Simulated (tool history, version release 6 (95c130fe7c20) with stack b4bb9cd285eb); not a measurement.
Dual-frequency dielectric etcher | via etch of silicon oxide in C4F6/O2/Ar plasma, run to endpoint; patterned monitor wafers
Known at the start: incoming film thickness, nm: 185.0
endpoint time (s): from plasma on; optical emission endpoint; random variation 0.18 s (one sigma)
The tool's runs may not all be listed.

Run 1, day 0.000: bias power (W) 468, source power (W) 280, Ar flow (sccm) 319. Result: endpoint time (s) 46.560.
Run 2, day 0.129: bias power (W) 468, source power (W) 250, Ar flow (sccm) 319. Result: endpoint time (s) 47.950.
Run 3, day 0.500: bias power (W) 500, source power (W) 250, Ar flow (sccm) 318. Result: endpoint time (s) 46.122.
Run 4, day 0.871: bias power (W) 518, source power (W) 250, Ar flow (sccm) 317. Result: endpoint time (s) 45.278.
Run 5, day 1.054: bias power (W) 533, source power (W) 250, Ar flow (sccm) 317. Result: endpoint time (s) 44.686.
Run 6, day 1.396: bias power (W) 533, source power (W) 270, Ar flow (sccm) 317. Result: endpoint time (s) 43.805.

The next listed run, before its measurement:
Run 7, day 1.762: bias power (W) 542, source power (W) 270, Ar flow (sccm) 317. Result: endpoint time (s) ?.

endpoint time (s): 43.356

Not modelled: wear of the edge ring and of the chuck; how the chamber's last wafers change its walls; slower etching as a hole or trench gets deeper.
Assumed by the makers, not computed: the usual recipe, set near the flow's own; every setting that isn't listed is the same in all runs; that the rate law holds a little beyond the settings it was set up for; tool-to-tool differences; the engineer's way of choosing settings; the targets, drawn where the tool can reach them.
